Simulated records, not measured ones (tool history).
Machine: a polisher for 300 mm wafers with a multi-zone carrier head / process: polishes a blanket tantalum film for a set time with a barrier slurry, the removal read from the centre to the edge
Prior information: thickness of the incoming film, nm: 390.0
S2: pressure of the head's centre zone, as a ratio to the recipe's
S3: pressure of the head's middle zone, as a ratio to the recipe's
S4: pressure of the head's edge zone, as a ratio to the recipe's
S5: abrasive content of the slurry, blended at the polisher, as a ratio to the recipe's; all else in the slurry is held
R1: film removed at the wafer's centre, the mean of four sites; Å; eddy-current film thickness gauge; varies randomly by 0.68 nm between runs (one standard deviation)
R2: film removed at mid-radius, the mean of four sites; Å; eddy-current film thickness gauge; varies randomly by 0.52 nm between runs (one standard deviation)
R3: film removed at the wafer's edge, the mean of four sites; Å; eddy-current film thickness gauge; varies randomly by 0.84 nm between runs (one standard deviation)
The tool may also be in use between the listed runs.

Run 1, hour 0: flow of slurry (ml/min) 180, S2 1, S3 1, S4 1, S5 1, polishing time (s) 53. Result: R1 969.9 Å, R2 973.65 Å, R3 978.64 Å.
Run 2, hour 5.5: flow of slurry (ml/min) 180, S2 1, S3 1, S4 1, S5 1.1, polishing time (s) 53. Result: R1 1009.5 Å, R2 989.69 Å, R3 988.29 Å.
Run 3, hour 9.4: flow of slurry (ml/min) 180, S2 1, S3 1.07, S4 1, S5 1.1, polishing time (s) 53. Result: R1 979.09 Å, R2 1035.4 Å, R3 1019.1 Å.
Run 4, hour 17.9: flow of slurry (ml/min) 180, S2 1, S3 1.07, S4 1, S5 1.1, polishing time (s) 46. Result: R1 856.06 Å, R2 905.96 Å, R3 878.69 Å.
Run 5, hour 24: flow of slurry (ml/min) 175, S2 0.98, S3 1.04, S4 1.01, S5 1, polishing time (s) 44. Result: R1 776.88 Å, R2 816.99 Å, R3 814.74 Å.
Run 6, hour 28.2: flow of slurry (ml/min) 170, S2 0.96, S3 1.01, S4 1.01, S5 0.9, polishing time (s) 43. Result: R1 735.07 Å, R2 764.79 Å, R3 752.74 Å.
Run 7, hour 33.8: flow of slurry (ml/min) 165, S2 0.94, S3 0.99, S4 1.04, S5 0.85, polishing time (s) 42. Result: R1 670.44 Å, R2 702.09 Å, R3 744.43 Å.

Estimate the outcome of run 8 from the log above:
Run 8, hour 39.6: flow of slurry (ml/min) 160, S2 0.92, S3 0.97, S4 1.03, S5 0.8, polishing time (s) 41. Result: R1 ?, R2 ?, R3 ?.

Run 8 yielded R1 626.03 Å, R2 665.97 Å, R3 706.72 Å.
